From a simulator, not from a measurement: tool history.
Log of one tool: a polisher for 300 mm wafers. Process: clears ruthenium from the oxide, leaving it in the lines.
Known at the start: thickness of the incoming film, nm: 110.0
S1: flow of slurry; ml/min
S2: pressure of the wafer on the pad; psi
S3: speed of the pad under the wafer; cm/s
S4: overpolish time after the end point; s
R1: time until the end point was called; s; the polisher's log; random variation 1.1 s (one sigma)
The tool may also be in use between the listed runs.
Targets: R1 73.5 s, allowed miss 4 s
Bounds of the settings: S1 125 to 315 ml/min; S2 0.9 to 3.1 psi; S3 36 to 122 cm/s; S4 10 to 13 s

run 1 day=0 | S1=205 S2=2 S3=78 S4=13 | R1=105.68
run 2 day=0.125 | S1=205 S2=1.6 S3=78 S4=13 | R1=128.26
run 3 day=0.358 | S1=205 S2=1.8 S3=78 S4=13 | R1=118.36
run 4 day=0.454 | S1=205 S2=1.9 S3=78 S4=13 | R1=112.04
run 5 day=0.75 | S1=205 S2=1.9 S3=78 S4=13 | R1=110.17
run 6 day=0.946 | S1=205 S2=2 S3=78 S4=13 | R1=105.06
run 7 day=1.221 | S1=205 S2=2.1 S3=78 S4=13 | R1=100.9
run 8 day=1.304 | S1=205 S2=2.2 S3=78 S4=13 | R1=92.701
run 9 day=1.529 | S1=205 S2=2.3 S3=78 S4=13 | R1=89.295
run 10 day=1.579 | S1=205 S2=2.4 S3=78 S4=13 | R1=89.715
run 11 day=1.704 | S1=205 S2=2.5 S3=78 S4=13 | R1=84.591

Which of these 5 next moves meets every target?
run A day=1.829 | S1=205 S2=2.5 S3=76 S4=13 | R1=?
run B day=1.829 | S1=205 S2=2.1 S3=80 S4=13 | R1=?
run C day=1.829 | S1=200 S2=2.7 S3=52 S4=13 | R1=?
run D day=1.829 | S1=225 S2=2.3 S3=76 S4=13 | R1=?
run E day=1.829 | S1=180 S2=2.8 S3=80 S4=10 | R1=?

move=A R1=89.701
move=B R1=101.14
move=C R1=120.15
move=D R1=96.571
move=E R1=77.224
A: further off than the last run
B: further off than the last run
C: further off than the last run
D: further off than the last run
E: meets every target
Move E is the one to make.
